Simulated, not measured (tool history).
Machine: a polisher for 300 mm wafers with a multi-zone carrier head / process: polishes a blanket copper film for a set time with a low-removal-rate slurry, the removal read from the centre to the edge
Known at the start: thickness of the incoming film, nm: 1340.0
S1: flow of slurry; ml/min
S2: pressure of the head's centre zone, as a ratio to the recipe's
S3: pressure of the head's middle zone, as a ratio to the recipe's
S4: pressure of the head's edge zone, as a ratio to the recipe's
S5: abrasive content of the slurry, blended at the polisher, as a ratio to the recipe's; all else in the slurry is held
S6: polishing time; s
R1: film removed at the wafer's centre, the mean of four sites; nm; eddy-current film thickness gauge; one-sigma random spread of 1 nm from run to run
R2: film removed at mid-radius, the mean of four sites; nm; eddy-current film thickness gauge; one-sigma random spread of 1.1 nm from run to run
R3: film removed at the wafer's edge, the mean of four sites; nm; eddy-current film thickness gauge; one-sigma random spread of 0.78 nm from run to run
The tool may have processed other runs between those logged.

run 1 hour=0 | S1=120 S2=1 S3=1 S4=1 S5=1 S6=38 | R1=159.25 R2=160.29 R3=157.7
run 2 hour=7 | S1=120 S2=1 S3=1 S4=1 S5=0.9 S6=38 | R1=156.91 R2=156.38 R3=158.29
run 3 hour=14.8 | S1=120 S2=1 S3=1 S4=1.05 S5=0.9 S6=38 | R1=157.6 R2=157.14 R3=161.75
run 4 hour=16.4 | S1=115 S2=0.97 S3=1.03 S4=1 S5=0.8 S6=35 | R1=137.2 R2=143.2 R3=140.93
run 5 hour=22.9 | S1=105 S2=0.93 S3=1.05 S4=0.97 S5=0.75 S6=34 | R1=119.23 R2=134.42 R3=131.45
run 6 hour=27.5 | S1=100 S2=0.92 S3=1.07 S4=0.94 S5=0.7 S6=33 | R1=111.8 R2=132.7 R3=121.85
run 7 hour=31.6 | S1=95 S2=0.91 S3=1.06 S4=0.91 S5=0.65 S6=33 | R1=108.31 R2=126.04 R3=117.53

Forecast run 8:
run 8 hour=35.9 | S1=90 S2=0.89 S3=1.06 S4=0.89 S5=0.6 S6=33 | R1=? R2=? R3=?

Run 8 came out at R1 103.86 nm, R2 124.44 nm, R3 114.63 nm.
